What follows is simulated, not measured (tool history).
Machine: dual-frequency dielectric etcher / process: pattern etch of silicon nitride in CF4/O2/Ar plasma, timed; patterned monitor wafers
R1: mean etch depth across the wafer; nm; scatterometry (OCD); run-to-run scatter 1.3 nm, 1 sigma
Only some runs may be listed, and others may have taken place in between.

{"run": 1, "hour": 0.0, "source power (kW)": 0.54, "bias power (kW)": 0.052, "Ar flow (sccm)": 96, "CF4 flow (sccm)": 89, "etch time (s)": 366.5, "R1": 701.52}
{"run": 2, "hour": 3.8, "source power (kW)": 0.54, "bias power (kW)": 0.052, "Ar flow (sccm)": 102, "CF4 flow (sccm)": 89, "etch time (s)": 366.5, "R1": 698.53}
{"run": 3, "hour": 6.0, "source power (kW)": 0.54, "bias power (kW)": 0.061, "Ar flow (sccm)": 102, "CF4 flow (sccm)": 89, "etch time (s)": 366.5, "R1": 753.81}
{"run": 4, "hour": 7.3, "source power (kW)": 0.54, "bias power (kW)": 0.069, "Ar flow (sccm)": 102, "CF4 flow (sccm)": 89, "etch time (s)": 366.5, "R1": 793.72}
{"run": 5, "hour": 8.3, "source power (kW)": 0.54, "bias power (kW)": 0.069, "Ar flow (sccm)": 108, "CF4 flow (sccm)": 89, "etch time (s)": 366.5, "R1": 792.3}
{"run": 6, "hour": 15.2, "source power (kW)": 0.54, "bias power (kW)": 0.069, "Ar flow (sccm)": 117, "CF4 flow (sccm)": 89, "etch time (s)": 366.5, "R1": 784.74}
{"run": 7, "hour": 18.7, "source power (kW)": 0.54, "bias power (kW)": 0.069, "Ar flow (sccm)": 117, "CF4 flow (sccm)": 89, "etch time (s)": 366.5, "R1": 779.13}
{"run": 8, "hour": 21.2, "source power (kW)": 0.54, "bias power (kW)": 0.069, "Ar flow (sccm)": 117, "CF4 flow (sccm)": 89, "etch time (s)": 366.5, "R1": 783.84}
{"run": 9, "hour": 23.1, "source power (kW)": 0.48, "bias power (kW)": 0.069, "Ar flow (sccm)": 117, "CF4 flow (sccm)": 89, "etch time (s)": 366.5, "R1": 731.96}

Run 10, settings as shown, results not yet in. Your forecast:
{"run": 10, "hour": 25.9, "source power (kW)": 0.43, "bias power (kW)": 0.066, "Ar flow (sccm)": 118, "CF4 flow (sccm)": 88, "etch time (s)": 366.5, "R1": "?"}

{"run 10": {"R1": 673.31}}
